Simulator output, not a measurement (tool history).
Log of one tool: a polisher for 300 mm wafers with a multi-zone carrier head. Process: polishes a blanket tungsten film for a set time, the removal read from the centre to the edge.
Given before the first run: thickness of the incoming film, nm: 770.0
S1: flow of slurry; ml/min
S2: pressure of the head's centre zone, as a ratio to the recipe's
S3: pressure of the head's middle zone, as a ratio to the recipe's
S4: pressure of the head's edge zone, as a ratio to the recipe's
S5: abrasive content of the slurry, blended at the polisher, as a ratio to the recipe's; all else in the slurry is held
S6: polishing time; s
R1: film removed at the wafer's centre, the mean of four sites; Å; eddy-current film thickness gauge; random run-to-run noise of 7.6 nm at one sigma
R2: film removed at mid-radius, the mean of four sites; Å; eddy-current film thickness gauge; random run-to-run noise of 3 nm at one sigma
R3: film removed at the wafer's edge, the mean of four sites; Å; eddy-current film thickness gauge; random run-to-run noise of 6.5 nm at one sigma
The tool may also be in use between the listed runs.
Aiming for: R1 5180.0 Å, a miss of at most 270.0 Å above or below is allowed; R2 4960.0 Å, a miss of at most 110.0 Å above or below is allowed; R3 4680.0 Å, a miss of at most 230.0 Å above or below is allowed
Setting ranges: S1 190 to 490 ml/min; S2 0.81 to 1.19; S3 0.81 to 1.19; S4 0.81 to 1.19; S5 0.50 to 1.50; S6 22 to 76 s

run 1 hour=0.0 | S1=315 S2=1.00 S3=1.00 S4=1.00 S5=1.00 S6=49 | R1=3035.3 R2=3029.2 R3=3164.3
run 2 hour=7.8 | S1=360 S2=1.00 S3=1.00 S4=1.00 S5=1.00 S6=49 | R1=3036.9 R2=3098.7 R3=3114.9
run 3 hour=12.1 | S1=340 S2=1.05 S3=1.05 S4=1.02 S5=1.15 S6=53 | R1=3528.7 R2=3595.2 R3=3519.5
run 4 hour=21.1 | S1=340 S2=1.05 S3=1.05 S4=0.98 S5=1.15 S6=53 | R1=3557.8 R2=3551.8 R3=3456.9
run 5 hour=25.1 | S1=335 S2=1.08 S3=1.07 S4=0.99 S5=1.25 S6=56 | R1=3918.9 R2=3914.3 R3=3752.2
run 6 hour=31.6 | S1=335 S2=1.11 S3=1.08 S4=1.00 S5=1.35 S6=58 | R1=4338.4 R2=4166.2 R3=3874.3
run 7 hour=37.7 | S1=325 S2=1.12 S3=1.08 S4=1.03 S5=1.40 S6=60 | R1=4500.3 R2=4333.4 R3=4193.7
run 8 hour=42.7 | S1=335 S2=1.14 S3=1.10 S4=1.05 S5=1.45 S6=61 | R1=4675.1 R2=4491.5 R3=4344.6
run 9 hour=50.6 | S1=340 S2=1.15 S3=1.12 S4=1.06 S5=1.45 S6=62 | R1=4965.2 R2=4684.4 R3=4317.2
run 10 hour=51.7 | S1=345 S2=1.15 S3=1.12 S4=1.07 S5=1.45 S6=63 | R1=4967.6 R2=4719.2 R3=4442.5

Which single option among these 5 for the next run brings every result within its allowed miss of target? Just one does.
run A hour=52.8 | S1=340 S2=1.18 S3=1.11 S4=0.99 S5=1.50 S6=61 | R1=? R2=? R3=?
run B hour=52.8 | S1=335 S2=1.17 S3=1.02 S4=1.10 S5=1.45 S6=66 | R1=? R2=? R3=?
run C hour=52.8 | S1=340 S2=1.03 S3=0.92 S4=1.07 S5=1.45 S6=68 | R1=? R2=? R3=?
run D hour=52.8 | S1=290 S2=1.14 S3=1.10 S4=1.05 S5=1.25 S6=70 | R1=? R2=? R3=?
run E hour=52.8 | S1=400 S2=1.19 S3=1.10 S4=1.09 S5=1.25 S6=64 | R1=? R2=? R3=?

move=A R1=4827.2 R2=4607.0 R3=4350.1
move=B R1=5126.4 R2=4594.8 R3=4836.5
move=C R1=4649.5 R2=4350.4 R3=4948.2
move=D R1=5037.7 R2=4949.0 R3=4819.3
move=E R1=4971.4 R2=4661.1 R3=4565.9
A: its largest miss is bigger than the last run's
B: its largest miss is bigger than the last run's
C: its largest miss is bigger than the last run's
D: hits every target within its allowed miss
E: its largest miss is bigger than the last run's
The move that meets every target is D.
